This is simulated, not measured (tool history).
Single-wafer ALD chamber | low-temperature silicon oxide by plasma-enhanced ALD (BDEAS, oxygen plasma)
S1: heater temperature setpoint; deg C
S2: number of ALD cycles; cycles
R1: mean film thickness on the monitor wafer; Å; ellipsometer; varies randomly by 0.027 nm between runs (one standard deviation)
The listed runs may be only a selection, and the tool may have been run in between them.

Run 1, hour 0: S1 105 deg C, S2 59 cycles. Result: R1 93.548 Å.
Run 2, hour 9: S1 101 deg C, S2 59 cycles. Result: R1 94.281 Å.
Run 3, hour 17.3: S1 109 deg C, S2 59 cycles. Result: R1 93.634 Å.
Run 4, hour 23.7: S1 109 deg C, S2 55 cycles. Result: R1 87.126 Å.
Run 5, hour 26.1: S1 101 deg C, S2 55 cycles. Result: R1 88.447 Å.
At hour 32.7: thermocouple changed; heater temperature recalibrated.
Run 6, hour 32.7: S1 102 deg C, S2 52 cycles. Result: R1 83.927 Å.

Run 7 comes next. What will it give?
Run 7, hour 37.9: S1 103 deg C, S2 50 cycles. Result: R1 ?.

{"run 7": {"R1": 80.879}}
